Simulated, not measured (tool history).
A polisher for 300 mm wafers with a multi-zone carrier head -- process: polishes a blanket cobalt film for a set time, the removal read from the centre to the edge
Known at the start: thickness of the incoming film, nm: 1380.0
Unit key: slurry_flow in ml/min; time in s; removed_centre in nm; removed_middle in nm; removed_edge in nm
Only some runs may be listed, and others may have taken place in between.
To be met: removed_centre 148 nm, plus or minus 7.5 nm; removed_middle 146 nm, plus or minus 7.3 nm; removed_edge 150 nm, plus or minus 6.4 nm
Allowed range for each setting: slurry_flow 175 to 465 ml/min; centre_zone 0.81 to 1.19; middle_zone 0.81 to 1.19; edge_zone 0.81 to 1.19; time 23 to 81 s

run	hour	slurry_flow	centre_zone	middle_zone	edge_zone	time	removed_centre	removed_middle	removed_edge
1	0	295	1	1	1	52	233.06	240.7	246.91
2	1.1	295	1	1	1	59	271.63	274.28	282.35
3	2.9	295	1	0.99	0.98	55	248.85	249.22	260.85
4	5.5	255	1	0.99	0.98	55	243.3	246.05	250.78
5	11.5	245	1	0.98	0.97	52	233.38	233.78	234.5
6	14.2	245	1	0.98	0.97	40	178.84	176.64	185.16
7	17.8	240	0.99	0.98	0.96	39	171.18	176.98	174.5
8	25	240	0.98	0.96	0.95	38	164.03	165.44	170.86
9	27.4	235	0.98	0.95	0.93	38	168.75	168.17	170.67
10	30.2	235	0.96	0.92	0.92	30	127.55	133.25	134.83
11	36.5	235	0.97	0.93	0.93	30	127.63	128.46	132.03
12	43.5	235	0.98	0.94	0.94	30	131.12	129.42	134.15
13	44.3	235	0.98	0.95	0.95	30	128.21	131.91	134.62
14	49.3	235	0.99	0.95	0.95	31	136.97	133.42	138.55
15	50.9	235	0.99	0.96	0.95	31	134.68	136.17	139.56

Which one of the following 5 next-run settings gets every result inside its allowed miss? There is exactly one.
A	52.5	320	0.95	0.83	1.17	30	?	?	?
B	52.5	200	1	0.95	0.94	34	?	?	?
C	52.5	285	0.91	0.91	0.98	28	?	?	?
D	52.5	255	0.89	1.08	0.86	31	?	?	?
E	52.5	345	0.87	0.83	1.19	30	?	?	?

move	removed_centre	removed_middle	removed_edge
A	127.12	124.81	153.85
B	142.69	146.96	150.22
C	112.24	122.81	130.47
D	119.99	151.98	134.67
E	117.19	125.71	156
A: lands further from the targets than the last run did
B: hits every target within its allowed miss
C: lands further from the targets than the last run did
D: lands further from the targets than the last run did
E: lands further from the targets than the last run did
The move that meets every target is B.
